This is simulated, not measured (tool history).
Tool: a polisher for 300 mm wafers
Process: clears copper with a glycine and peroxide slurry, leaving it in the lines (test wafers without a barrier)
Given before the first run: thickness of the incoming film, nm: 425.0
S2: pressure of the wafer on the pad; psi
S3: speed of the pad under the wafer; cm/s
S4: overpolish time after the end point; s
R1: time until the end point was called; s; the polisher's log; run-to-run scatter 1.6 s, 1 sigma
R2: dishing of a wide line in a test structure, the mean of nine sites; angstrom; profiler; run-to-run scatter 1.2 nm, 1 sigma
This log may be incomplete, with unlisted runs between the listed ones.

run 1 hour=0.0 | flow_of_slurry_(ml/min)=305 S2=1.9 S3=92 S4=22 | R1=116.86 R2=590.16
run 2 hour=2.5 | flow_of_slurry_(ml/min)=250 S2=1.9 S3=92 S4=22 | R1=119.39 R2=556.41
run 3 hour=8.9 | flow_of_slurry_(ml/min)=250 S2=1.9 S3=78 S4=22 | R1=139.66 R2=513.06
run 4 hour=9.8 | flow_of_slurry_(ml/min)=255 S2=2.0 S3=76 S4=24 | R1=133.80 R2=574.52
run 5 hour=12.7 | flow_of_slurry_(ml/min)=255 S2=2.0 S3=68 S4=24 | R1=143.53 R2=532.89
run 6 hour=15.9 | flow_of_slurry_(ml/min)=255 S2=2.0 S3=58 S4=24 | R1=160.72 R2=482.78
run 7 hour=23.6 | flow_of_slurry_(ml/min)=255 S2=2.1 S3=58 S4=26 | R1=159.24 R2=528.41
run 8 hour=31.6 | flow_of_slurry_(ml/min)=255 S2=2.3 S3=60 S4=28 | R1=146.73 R2=610.17

What does the tool deliver on the next run?
-- hour=40.1 slurry nozzle cleaned
run 9 hour=40.1 | flow_of_slurry_(ml/min)=255 S2=2.4 S3=60 S4=29 | R1=? R2=?

Run 9 measured R1 138.44 s, R2 691.31 angstrom.
